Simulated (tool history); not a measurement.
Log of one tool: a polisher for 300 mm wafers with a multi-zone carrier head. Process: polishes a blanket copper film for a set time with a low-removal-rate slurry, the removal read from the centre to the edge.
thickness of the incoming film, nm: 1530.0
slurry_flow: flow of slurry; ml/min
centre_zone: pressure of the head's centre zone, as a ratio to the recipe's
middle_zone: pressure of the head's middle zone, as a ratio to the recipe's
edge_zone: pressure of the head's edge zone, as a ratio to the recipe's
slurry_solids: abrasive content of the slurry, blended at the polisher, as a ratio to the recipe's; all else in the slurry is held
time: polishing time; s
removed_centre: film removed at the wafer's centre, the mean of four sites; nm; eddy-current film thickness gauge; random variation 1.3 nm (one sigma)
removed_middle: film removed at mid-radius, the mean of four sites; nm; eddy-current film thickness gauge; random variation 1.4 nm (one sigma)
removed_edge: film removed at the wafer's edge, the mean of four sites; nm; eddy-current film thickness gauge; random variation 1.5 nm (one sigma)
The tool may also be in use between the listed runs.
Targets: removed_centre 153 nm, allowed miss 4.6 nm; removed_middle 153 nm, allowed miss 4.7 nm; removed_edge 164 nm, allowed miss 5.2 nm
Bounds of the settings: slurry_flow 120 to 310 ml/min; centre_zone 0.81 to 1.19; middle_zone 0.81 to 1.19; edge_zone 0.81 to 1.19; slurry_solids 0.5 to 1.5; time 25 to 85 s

run 1 hour=0 | slurry_flow=200 centre_zone=1 middle_zone=1 edge_zone=1 slurry_solids=1 time=55 | removed_centre=207.91 removed_middle=211.1 removed_edge=205.75
run 2 hour=4.4 | slurry_flow=240 centre_zone=1 middle_zone=1 edge_zone=1 slurry_solids=1 time=55 | removed_centre=209.66 removed_middle=213.34 removed_edge=208.98
run 3 hour=9.5 | slurry_flow=235 centre_zone=0.97 middle_zone=0.96 edge_zone=0.97 slurry_solids=0.85 time=54 | removed_centre=191.3 removed_middle=199.23 removed_edge=194.34
run 4 hour=13.3 | slurry_flow=225 centre_zone=0.96 middle_zone=0.92 edge_zone=0.97 slurry_solids=0.75 time=53 | removed_centre=180.01 removed_middle=179.36 removed_edge=186.59
run 5 hour=14.2 | slurry_flow=190 centre_zone=0.96 middle_zone=0.92 edge_zone=0.97 slurry_solids=0.75 time=53 | removed_centre=182.87 removed_middle=178.59 removed_edge=183.93
run 6 hour=23.2 | slurry_flow=190 centre_zone=0.96 middle_zone=0.92 edge_zone=0.92 slurry_solids=0.75 time=53 | removed_centre=180.07 removed_middle=182.33 removed_edge=178.94
run 7 hour=25.7 | slurry_flow=190 centre_zone=0.94 middle_zone=0.89 edge_zone=0.92 slurry_solids=0.7 time=53 | removed_centre=173.9 removed_middle=174.62 removed_edge=179.54
run 8 hour=31.5 | slurry_flow=190 centre_zone=0.93 middle_zone=0.87 edge_zone=0.91 slurry_solids=0.65 time=53 | removed_centre=171.42 removed_middle=169.97 removed_edge=173.33
run 9 hour=36.2 | slurry_flow=190 centre_zone=0.93 middle_zone=0.87 edge_zone=0.91 slurry_solids=0.65 time=53 | removed_centre=172.06 removed_middle=168.44 removed_edge=174.16

Which of these 5 next moves meets every target?
run A hour=40.9 | slurry_flow=180 centre_zone=1 middle_zone=0.91 edge_zone=0.91 slurry_solids=0.65 time=57 | removed_centre=? removed_middle=? removed_edge=?
run B hour=40.9 | slurry_flow=195 centre_zone=0.87 middle_zone=0.94 edge_zone=0.91 slurry_solids=0.65 time=47 | removed_centre=? removed_middle=? removed_edge=?
run C hour=40.9 | slurry_flow=160 centre_zone=0.87 middle_zone=1 edge_zone=1 slurry_solids=0.55 time=53 | removed_centre=? removed_middle=? removed_edge=?
run D hour=40.9 | slurry_flow=165 centre_zone=0.97 middle_zone=0.97 edge_zone=0.85 slurry_solids=0.5 time=49 | removed_centre=? removed_middle=? removed_edge=?
run E hour=40.9 | slurry_flow=265 centre_zone=0.87 middle_zone=0.82 edge_zone=0.89 slurry_solids=0.75 time=48 | removed_centre=? removed_middle=? removed_edge=?

move=A removed_centre=196.94 removed_middle=184.73 removed_edge=187.18
move=B removed_centre=143.05 removed_middle=157.21 removed_edge=155.09
move=C removed_centre=153.81 removed_middle=177.3 removed_edge=175.02
move=D removed_centre=156 removed_middle=158.13 removed_edge=148.54
move=E removed_centre=154.11 removed_middle=153.04 removed_edge=164.25
A: further off than the last run
B: takes the result that was furthest off past its target
C: brings the result that was furthest off to its target, and leaves another outside
D: brings the result that was furthest off to its target, and leaves another outside
E: meets every target
Answer: E
